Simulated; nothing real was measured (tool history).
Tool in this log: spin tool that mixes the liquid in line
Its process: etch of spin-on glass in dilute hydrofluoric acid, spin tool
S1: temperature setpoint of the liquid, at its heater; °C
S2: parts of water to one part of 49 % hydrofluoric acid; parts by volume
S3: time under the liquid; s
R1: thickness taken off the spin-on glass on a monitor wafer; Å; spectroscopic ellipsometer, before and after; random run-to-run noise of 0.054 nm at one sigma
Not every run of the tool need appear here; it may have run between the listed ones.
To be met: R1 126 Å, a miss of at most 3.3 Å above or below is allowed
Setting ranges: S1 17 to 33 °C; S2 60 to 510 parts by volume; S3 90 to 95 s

{"run": 1, "hour": 0.0, "S1": 25, "S2": 285, "S3": 90, "R1": 66.316}
{"run": 2, "hour": 7.6, "S1": 25, "S2": 360, "S3": 90, "R1": 49.062}
{"run": 3, "hour": 11.4, "S1": 26.5, "S2": 320, "S3": 90, "R1": 60.33}
{"run": 4, "hour": 15.8, "S1": 26.5, "S2": 255, "S3": 90, "R1": 80.7}
{"run": 5, "hour": 21.9, "S1": 26.5, "S2": 255, "S3": 90, "R1": 81.129}
{"run": 6, "hour": 25.9, "S1": 28, "S2": 245, "S3": 90, "R1": 89.587}
{"run": 7, "hour": 31.3, "S1": 29, "S2": 235, "S3": 90, "R1": 97.882}
{"run": 8, "hour": 36.3, "S1": 30, "S2": 230, "S3": 90, "R1": 104.07}
{"run": 9, "hour": 43.8, "S1": 30.5, "S2": 225, "S3": 90, "R1": 108.51}
{"run": 10, "hour": 48.3, "S1": 31, "S2": 220, "S3": 90, "R1": 113.86}
{"run": 11, "hour": 50.1, "S1": 31.5, "S2": 220, "S3": 90, "R1": 115.28}
{"run": 12, "hour": 53.6, "S1": 32, "S2": 220, "S3": 90, "R1": 116.5}

4 candidate next runs follow, results not yet known. Just one meets every target within its allowed miss. Identify it.
{"run": "A", "hour": 57.1, "S1": 33, "S2": 225, "S3": 95, "R1": "?"}
{"run": "B", "hour": 57.1, "S1": 31, "S2": 205, "S3": 95, "R1": "?"}
{"run": "C", "hour": 57.1, "S1": 30, "S2": 200, "S3": 95, "R1": "?"}
{"run": "D", "hour": 57.1, "S1": 31, "S2": 220, "S3": 95, "R1": "?"}

move=A R1=124.65
move=B R1=131.23
move=C R1=130.78
move=D R1=120.04
A: hits every target within its allowed miss
B: carries the result that was furthest off beyond its target, to the other side
C: carries the result that was furthest off beyond its target, to the other side
D: nearer the targets than the last run, but a result is still out of spec
Move A is the one to make.

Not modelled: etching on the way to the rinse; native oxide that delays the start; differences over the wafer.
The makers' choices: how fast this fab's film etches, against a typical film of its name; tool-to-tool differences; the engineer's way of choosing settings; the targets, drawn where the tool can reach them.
